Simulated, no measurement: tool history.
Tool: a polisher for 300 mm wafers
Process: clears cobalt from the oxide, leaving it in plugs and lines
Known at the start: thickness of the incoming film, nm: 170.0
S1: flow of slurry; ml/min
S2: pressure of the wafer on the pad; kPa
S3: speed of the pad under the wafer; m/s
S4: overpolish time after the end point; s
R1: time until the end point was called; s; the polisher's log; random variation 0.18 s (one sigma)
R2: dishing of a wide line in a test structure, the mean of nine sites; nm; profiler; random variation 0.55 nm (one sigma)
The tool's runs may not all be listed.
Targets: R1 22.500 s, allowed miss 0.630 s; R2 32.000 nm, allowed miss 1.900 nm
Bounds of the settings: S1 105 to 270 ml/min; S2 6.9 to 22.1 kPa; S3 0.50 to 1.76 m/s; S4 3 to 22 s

run,day,S1,S2,S3,S4,R1,R2
1,0.000,175,14.5,1.12,11,25.814,37.402
2,0.271,185,15.2,1.12,10,24.527,37.740
3,0.308,190,15.2,1.12,8,24.609,33.027
4,0.588,195,15.2,1.12,8,24.405,32.248
5,0.808,210,15.2,1.12,8,24.129,32.702
6,1.025,210,15.2,1.12,5,24.075,24.733
7,1.267,210,15.2,1.12,6,23.676,28.048
8,1.554,215,15.2,1.12,6,23.953,28.107
9,1.758,220,15.2,1.12,6,23.989,27.631

4 next moves are on the table. One of them brings every result within its allowed miss. Which?
A,1.962,210,16.5,1.08,7,?,?
B,1.962,185,20.7,0.72,9,?,?
C,1.962,210,14.5,1.18,7,?,?
D,1.962,240,15.9,0.96,8,?,?

move,R1,R2
A,22.462,32.840
B,24.209,36.236
C,23.970,31.600
D,25.060,33.326
A: meets every target
B: further off than the last run
C: as far off as the last run
D: further off than the last run
The right move is A.

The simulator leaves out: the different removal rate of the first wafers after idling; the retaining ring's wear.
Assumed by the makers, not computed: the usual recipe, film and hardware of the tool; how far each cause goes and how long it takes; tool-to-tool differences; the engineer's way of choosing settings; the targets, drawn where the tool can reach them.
